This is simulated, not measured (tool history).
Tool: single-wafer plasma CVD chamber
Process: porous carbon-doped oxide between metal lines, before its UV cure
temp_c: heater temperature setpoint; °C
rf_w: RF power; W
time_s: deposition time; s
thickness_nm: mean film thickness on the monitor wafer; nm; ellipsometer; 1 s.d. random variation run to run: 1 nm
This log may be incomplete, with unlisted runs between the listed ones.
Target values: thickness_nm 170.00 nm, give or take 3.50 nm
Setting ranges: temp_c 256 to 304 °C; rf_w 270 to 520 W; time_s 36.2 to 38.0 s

Run 1, hour 0.0: temp_c 280 °C, rf_w 395 W, time_s 38.0 s. Result: thickness_nm 193.65 nm.
Run 2, hour 4.0: temp_c 285 °C, rf_w 390 W, time_s 38.0 s. Result: thickness_nm 186.33 nm.
Run 3, hour 5.4: temp_c 285 °C, rf_w 390 W, time_s 36.2 s. Result: thickness_nm 177.37 nm.
Run 4, hour 14.0: temp_c 286 °C, rf_w 390 W, time_s 36.2 s. Result: thickness_nm 176.60 nm.
Run 5, hour 15.9: temp_c 286 °C, rf_w 390 W, time_s 38.0 s. Result: thickness_nm 185.80 nm.
Run 6, hour 23.9: temp_c 286 °C, rf_w 390 W, time_s 36.2 s. Result: thickness_nm 175.89 nm.
Run 7, hour 29.3: temp_c 287 °C, rf_w 390 W, time_s 36.2 s. Result: thickness_nm 173.15 nm.
Run 8, hour 35.1: temp_c 288 °C, rf_w 390 W, time_s 36.2 s. Result: thickness_nm 173.77 nm.

Consider the 4 candidate settings below. Which is the only one whose results all fall within their allowed miss of target?
Run A, hour 40.9: temp_c 291 °C, rf_w 395 W, time_s 38.0 s. Result: thickness_nm ?.
Run B, hour 40.9: temp_c 287 °C, rf_w 405 W, time_s 36.2 s. Result: thickness_nm ?.
Run C, hour 40.9: temp_c 283 °C, rf_w 355 W, time_s 38.0 s. Result: thickness_nm ?.
Run D, hour 40.9: temp_c 271 °C, rf_w 375 W, time_s 36.2 s. Result: thickness_nm ?.

move  thickness_nm
   A        182.77
   B        182.29
   C        172.37
   D        185.54
A: further off than the last run
B: further off than the last run
C: every result lands within tolerance
D: further off than the last run
C meets every target.

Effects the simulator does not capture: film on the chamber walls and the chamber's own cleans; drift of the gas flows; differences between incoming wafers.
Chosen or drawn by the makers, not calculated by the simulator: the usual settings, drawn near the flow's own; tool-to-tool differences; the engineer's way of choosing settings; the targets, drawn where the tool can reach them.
